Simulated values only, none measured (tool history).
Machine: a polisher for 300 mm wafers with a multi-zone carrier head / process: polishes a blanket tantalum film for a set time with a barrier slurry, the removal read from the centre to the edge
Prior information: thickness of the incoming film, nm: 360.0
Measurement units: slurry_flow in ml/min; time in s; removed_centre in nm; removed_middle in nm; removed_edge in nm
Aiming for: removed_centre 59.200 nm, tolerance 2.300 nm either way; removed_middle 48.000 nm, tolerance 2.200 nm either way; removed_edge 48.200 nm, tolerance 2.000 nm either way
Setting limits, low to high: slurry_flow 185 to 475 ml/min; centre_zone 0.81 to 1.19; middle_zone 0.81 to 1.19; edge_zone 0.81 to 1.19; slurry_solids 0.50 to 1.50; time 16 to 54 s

run	hour	slurry_flow	centre_zone	middle_zone	edge_zone	slurry_solids	time	removed_centre	removed_middle	removed_edge
1	0.0	305	1.00	1.00	1.00	1.00	35	60.130	60.429	61.999
2	6.6	305	1.03	0.99	0.97	0.90	35	60.580	58.704	58.850
3	9.7	305	1.05	0.97	0.95	0.85	35	61.065	56.835	58.659
4	13.3	305	1.07	0.97	0.93	0.80	34	59.616	55.376	55.637
# hour 18.3: edge zone pressure recalibrated
5	18.3	305	1.07	0.92	0.93	0.80	34	60.245	53.681	53.682
6	22.6	305	1.07	0.92	0.93	0.70	34	57.923	50.954	52.078
7	25.7	305	1.08	0.91	0.92	0.70	34	58.549	51.305	51.298
8	30.1	305	1.08	0.89	0.92	0.70	34	58.152	50.025	52.030
9	32.7	305	1.09	0.88	0.90	0.70	34	58.351	49.965	52.119
10	37.0	305	1.10	0.88	0.90	0.65	34	59.634	48.894	51.292

Pick the move, out of 4, that brings all results within their allowed miss; only one does.
A	41.3	265	1.15	0.92	0.89	0.85	35	?	?	?
B	41.3	350	1.17	0.95	0.86	0.60	36	?	?	?
C	41.3	315	1.18	0.90	0.94	0.50	36	?	?	?
D	41.3	275	1.16	0.90	0.87	0.75	32	?	?	?

move	removed_centre	removed_middle	removed_edge
A	66.087	55.276	54.301
B	66.654	56.102	52.482
C	64.298	51.352	52.501
D	59.760	48.638	48.128
A: further off than the last run
B: further off than the last run
C: further off than the last run
D: all results land within tolerance of their targets
Move D is the one to make.
